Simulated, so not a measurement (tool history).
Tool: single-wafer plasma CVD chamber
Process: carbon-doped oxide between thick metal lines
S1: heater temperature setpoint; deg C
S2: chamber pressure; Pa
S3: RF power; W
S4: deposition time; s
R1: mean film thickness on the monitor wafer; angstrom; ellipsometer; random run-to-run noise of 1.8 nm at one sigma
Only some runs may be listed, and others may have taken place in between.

run 1 hour=0.0 | S1=355 S2=535 S3=435 S4=168 | R1=7549.9
run 2 hour=0.6 | S1=355 S2=535 S3=435 S4=168 | R1=7490.7
run 3 hour=6.6 | S1=354 S2=553 S3=440 S4=168 | R1=7643.8
run 4 hour=9.0 | S1=358 S2=553 S3=440 S4=168 | R1=7600.8
run 5 hour=11.1 | S1=358 S2=492 S3=440 S4=168 | R1=7438.4
run 6 hour=15.0 | S1=357 S2=515 S3=445 S4=168 | R1=7535.9
run 7 hour=17.6 | S1=356 S2=535 S3=450 S4=168 | R1=7657.3
-- hour=19.7 thermocouple changed; heater temperature recalibrated
run 8 hour=19.7 | S1=355 S2=552 S3=455 S4=168 | R1=7859.6
run 9 hour=21.5 | S1=355 S2=552 S3=455 S4=168 | R1=7912.8
run 10 hour=28.2 | S1=354 S2=560 S3=455 S4=168 | R1=7920.1
run 11 hour=36.8 | S1=353 S2=568 S3=455 S4=168 | R1=7956.1

Predict the results of run 12:
run 12 hour=40.5 | S1=352 S2=576 S3=455 S4=168 | R1=?

{"run 12": {"R1": 7993.7}}
